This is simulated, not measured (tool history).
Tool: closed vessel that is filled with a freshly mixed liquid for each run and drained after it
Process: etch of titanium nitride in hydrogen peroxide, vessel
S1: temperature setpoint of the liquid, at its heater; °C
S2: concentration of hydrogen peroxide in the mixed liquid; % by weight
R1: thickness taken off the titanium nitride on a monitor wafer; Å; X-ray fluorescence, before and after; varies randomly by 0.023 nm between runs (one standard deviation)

{"run": 1, "hour": 0.0, "S1": 55.0, "S2": 20.0, "time in the liquid (s)": 255, "R1": 131.96}
{"run": 2, "hour": 7.6, "S1": 55.0, "S2": 21.5, "time in the liquid (s)": 255, "R1": 134.02}
{"run": 3, "hour": 13.5, "S1": 59.5, "S2": 21.5, "time in the liquid (s)": 255, "R1": 182.05}
{"run": 4, "hour": 15.5, "S1": 54.5, "S2": 21.5, "time in the liquid (s)": 255, "R1": 129.31}
{"run": 5, "hour": 19.2, "S1": 53.5, "S2": 21.5, "time in the liquid (s)": 255, "R1": 119.54}
{"run": 6, "hour": 27.1, "S1": 53.5, "S2": 19.0, "time in the liquid (s)": 255, "R1": 116.66}

Forecast run 7:
{"run": 7, "hour": 29.3, "S1": 53.0, "S2": 19.0, "time in the liquid (s)": 255, "R1": "?"}

R1: 112.88 Å

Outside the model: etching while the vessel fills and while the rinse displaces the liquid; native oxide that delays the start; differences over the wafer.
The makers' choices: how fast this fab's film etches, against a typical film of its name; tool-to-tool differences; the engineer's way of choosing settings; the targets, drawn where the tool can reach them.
